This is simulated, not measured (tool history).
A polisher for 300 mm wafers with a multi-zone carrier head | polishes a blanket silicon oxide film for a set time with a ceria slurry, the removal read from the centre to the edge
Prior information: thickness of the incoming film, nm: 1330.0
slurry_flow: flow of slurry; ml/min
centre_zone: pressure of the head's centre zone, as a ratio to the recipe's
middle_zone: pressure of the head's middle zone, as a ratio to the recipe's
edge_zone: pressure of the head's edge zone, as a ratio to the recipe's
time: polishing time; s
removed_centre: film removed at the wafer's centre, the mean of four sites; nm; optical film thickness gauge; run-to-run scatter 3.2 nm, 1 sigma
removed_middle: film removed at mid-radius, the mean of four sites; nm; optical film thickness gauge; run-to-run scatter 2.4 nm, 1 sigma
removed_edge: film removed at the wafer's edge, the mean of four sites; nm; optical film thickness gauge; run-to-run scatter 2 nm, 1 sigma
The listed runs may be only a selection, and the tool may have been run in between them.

Run 1, hour 0.0: slurry_flow 185 ml/min, centre_zone 1.00, middle_zone 1.00, edge_zone 1.00, time 45 s. Result: removed_centre 151.71 nm, removed_middle 146.49 nm, removed_edge 154.63 nm.
Run 2, hour 3.7: slurry_flow 185 ml/min, centre_zone 1.00, middle_zone 1.00, edge_zone 0.95, time 45 s. Result: removed_centre 148.96 nm, removed_middle 147.12 nm, removed_edge 150.85 nm.
Run 3, hour 8.8: slurry_flow 185 ml/min, centre_zone 1.00, middle_zone 1.00, edge_zone 0.89, time 45 s. Result: removed_centre 153.90 nm, removed_middle 145.46 nm, removed_edge 145.25 nm.
Run 4, hour 12.9: slurry_flow 190 ml/min, centre_zone 1.02, middle_zone 1.00, edge_zone 0.93, time 47 s. Result: removed_centre 161.66 nm, removed_middle 152.78 nm, removed_edge 158.11 nm.
Run 5, hour 17.3: slurry_flow 200 ml/min, centre_zone 1.05, middle_zone 1.01, edge_zone 0.95, time 48 s. Result: removed_centre 162.78 nm, removed_middle 161.51 nm, removed_edge 160.83 nm.
Run 6, hour 21.2: slurry_flow 195 ml/min, centre_zone 1.06, middle_zone 0.99, edge_zone 0.94, time 50 s. Result: removed_centre 176.64 nm, removed_middle 163.30 nm, removed_edge 167.96 nm.
Run 7, hour 28.0: slurry_flow 195 ml/min, centre_zone 1.07, middle_zone 0.98, edge_zone 0.95, time 52 s. Result: removed_centre 181.69 nm, removed_middle 168.11 nm, removed_edge 175.64 nm.
Run 8, hour 29.2: slurry_flow 195 ml/min, centre_zone 1.08, middle_zone 0.97, edge_zone 0.95, time 54 s. Result: removed_centre 193.70 nm, removed_middle 172.62 nm, removed_edge 179.42 nm.
Run 9, hour 35.4: slurry_flow 195 ml/min, centre_zone 1.08, middle_zone 0.96, edge_zone 0.97, time 55 s. Result: removed_centre 202.24 nm, removed_middle 176.17 nm, removed_edge 186.51 nm.
Run 10, hour 42.6: slurry_flow 200 ml/min, centre_zone 1.08, middle_zone 0.96, edge_zone 0.99, time 56 s. Result: removed_centre 207.32 nm, removed_middle 184.75 nm, removed_edge 192.96 nm.
Run 11, hour 46.3: slurry_flow 200 ml/min, centre_zone 1.08, middle_zone 0.95, edge_zone 1.01, time 56 s. Result: removed_centre 200.19 nm, removed_middle 178.96 nm, removed_edge 194.49 nm.

Forecast run 12:
Run 12, hour 51.5: slurry_flow 200 ml/min, centre_zone 1.09, middle_zone 0.95, edge_zone 1.02, time 57 s. Result: removed_centre ?, removed_middle ?, removed_edge ?.

{"run 12": {"removed_centre": 205.83, "removed_middle": 181.79, "removed_edge": 198.14}}

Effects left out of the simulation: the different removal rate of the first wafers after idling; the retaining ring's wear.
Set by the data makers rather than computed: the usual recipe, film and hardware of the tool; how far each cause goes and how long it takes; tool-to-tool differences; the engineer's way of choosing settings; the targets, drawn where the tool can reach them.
